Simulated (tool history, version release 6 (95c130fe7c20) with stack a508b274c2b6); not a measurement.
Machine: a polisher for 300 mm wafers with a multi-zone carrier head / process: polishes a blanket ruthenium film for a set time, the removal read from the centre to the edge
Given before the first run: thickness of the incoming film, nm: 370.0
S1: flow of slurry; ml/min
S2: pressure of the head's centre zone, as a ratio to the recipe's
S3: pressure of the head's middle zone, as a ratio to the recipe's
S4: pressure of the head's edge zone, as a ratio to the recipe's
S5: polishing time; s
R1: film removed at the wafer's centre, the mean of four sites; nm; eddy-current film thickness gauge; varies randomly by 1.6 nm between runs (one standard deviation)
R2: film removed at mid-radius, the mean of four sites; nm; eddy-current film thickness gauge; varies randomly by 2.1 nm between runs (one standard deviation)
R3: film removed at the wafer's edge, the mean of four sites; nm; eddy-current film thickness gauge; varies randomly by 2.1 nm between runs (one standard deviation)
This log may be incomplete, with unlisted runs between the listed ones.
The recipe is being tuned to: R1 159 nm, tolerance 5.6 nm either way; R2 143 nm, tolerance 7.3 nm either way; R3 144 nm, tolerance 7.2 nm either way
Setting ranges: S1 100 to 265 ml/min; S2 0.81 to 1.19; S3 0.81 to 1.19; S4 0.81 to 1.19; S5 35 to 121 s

run,hour,S1,S2,S3,S4,S5,R1,R2,R3
1,0,170,1,1,1,78,96.638,104.62,106.76
2,7.5,175,1.03,1,1.01,81,104.68,108.69,111.87
3,10.2,180,1.05,1.01,1.02,83,109.84,114.44,112.63
4,18.2,180,1.06,1,1.02,86,116.12,118.21,118.15
# hour 20.9: centre zone pressure recalibrated
5,20.9,160,1.06,1,1.02,86,120.26,116.14,119.35
6,23.8,160,1.07,1,1.03,88,125.66,116.43,120.74
7,25.7,165,1.08,1,1.04,90,129.17,123.63,122.12
8,32.2,165,1.08,0.99,1.04,92,133.18,123.21,128.43
9,41.2,165,1.09,0.99,1.04,93,137.79,124.44,130.2
10,45.5,215,1.14,1.06,1.1,97,153.76,141.43,140.15

Of the 5 settings listed for the next run, only one would bring every result within its allowed miss of target. Which one?
A,49.8,240,1.14,1.04,1.08,98,?,?,?
B,49.8,205,1.11,0.99,1.11,95,?,?,?
C,49.8,190,1.16,1.07,1.1,93,?,?,?
D,49.8,230,1.05,1.07,1.12,99,?,?,?
E,49.8,190,1.1,1.05,1.05,100,?,?,?

move,R1,R2,R3
A,156.36,141.81,145.81
B,144.6,130.13,141.46
C,146.53,133.84,136.81
D,144.68,145.78,149.38
E,149.34,141.91,143.87
A: each result inside its tolerance
B: the biggest miss grows against the last run
C: the biggest miss grows against the last run
D: the biggest miss grows against the last run
E: the biggest miss grows against the last run
A is the move that brings every result within its allowed miss.
